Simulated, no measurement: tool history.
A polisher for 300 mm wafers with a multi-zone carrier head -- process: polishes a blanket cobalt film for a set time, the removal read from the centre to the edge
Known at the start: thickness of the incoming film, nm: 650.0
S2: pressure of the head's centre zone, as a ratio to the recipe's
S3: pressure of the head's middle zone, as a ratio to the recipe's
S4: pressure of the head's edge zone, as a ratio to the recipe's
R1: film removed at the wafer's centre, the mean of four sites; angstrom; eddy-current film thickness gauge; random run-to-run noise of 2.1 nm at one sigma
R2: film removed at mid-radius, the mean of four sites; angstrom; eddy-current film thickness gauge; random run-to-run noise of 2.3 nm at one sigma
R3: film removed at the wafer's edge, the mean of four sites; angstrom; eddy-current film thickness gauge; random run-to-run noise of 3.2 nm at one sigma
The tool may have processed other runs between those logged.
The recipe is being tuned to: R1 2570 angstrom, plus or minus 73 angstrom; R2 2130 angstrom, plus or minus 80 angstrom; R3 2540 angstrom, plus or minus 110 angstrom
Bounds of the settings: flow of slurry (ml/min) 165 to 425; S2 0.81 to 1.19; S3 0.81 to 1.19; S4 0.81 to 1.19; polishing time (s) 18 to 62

run 1 hour=0 | flow_of_slurry_(ml/min)=275 S2=1 S3=1 S4=1 polishing_time_(s)=40 | R1=2065.4 R2=2031.8 R3=2044.7
run 2 hour=5.2 | flow_of_slurry_(ml/min)=275 S2=1 S3=1 S4=1 polishing_time_(s)=45 | R1=2330.2 R2=2343.3 R3=2300.6
run 3 hour=9.4 | flow_of_slurry_(ml/min)=275 S2=1 S3=1 S4=1 polishing_time_(s)=40 | R1=2101.3 R2=2077 R3=2054.8
run 4 hour=18.4 | flow_of_slurry_(ml/min)=315 S2=1 S3=1 S4=1 polishing_time_(s)=40 | R1=2064.1 R2=2114.2 R3=2057.5
run 5 hour=25 | flow_of_slurry_(ml/min)=315 S2=1 S3=1.05 S4=1 polishing_time_(s)=40 | R1=2114.8 R2=2177.4 R3=2100.6
run 6 hour=28.8 | flow_of_slurry_(ml/min)=315 S2=0.93 S3=1.05 S4=1 polishing_time_(s)=40 | R1=1919.8 R2=2178.4 R3=2079.1
run 7 hour=32.7 | flow_of_slurry_(ml/min)=325 S2=1.03 S3=0.95 S4=1.1 polishing_time_(s)=44 | R1=2394.8 R2=2252.2 R3=2306.9
run 8 hour=35.3 | flow_of_slurry_(ml/min)=310 S2=1.03 S3=0.93 S4=1.11 polishing_time_(s)=45 | R1=2424.1 R2=2237.7 R3=2416.4

Pick the move, out of 5, that brings all results within their allowed miss; only one does.
run A hour=37.9 | flow_of_slurry_(ml/min)=295 S2=1.07 S3=0.83 S4=1.12 polishing_time_(s)=44 | R1=? R2=? R3=?
run B hour=37.9 | flow_of_slurry_(ml/min)=275 S2=0.95 S3=1.01 S4=1.13 polishing_time_(s)=45 | R1=? R2=? R3=?
run C hour=37.9 | flow_of_slurry_(ml/min)=355 S2=1.04 S3=1.02 S4=0.99 polishing_time_(s)=43 | R1=? R2=? R3=?
run D hour=37.9 | flow_of_slurry_(ml/min)=340 S2=1.18 S3=0.96 S4=1.1 polishing_time_(s)=41 | R1=? R2=? R3=?
run E hour=37.9 | flow_of_slurry_(ml/min)=290 S2=1.01 S3=0.81 S4=1.01 polishing_time_(s)=49 | R1=? R2=? R3=?

move=A R1=2464.5 R2=1947.9 R3=2361.6
move=B R1=2224.4 R2=2333.6 R3=2407.5
move=C R1=2380.4 R2=2292.8 R3=2219.4
move=D R1=2567.4 R2=2069 R3=2199.4
move=E R1=2585.2 R2=2124.5 R3=2525.2
A: its largest miss is bigger than the last run's
B: its largest miss is bigger than the last run's
C: its largest miss is bigger than the last run's
D: brings the last run's worst result on target, with another outside its allowed miss
E: all results land within tolerance of their targets
E is the move that brings every result within its allowed miss.
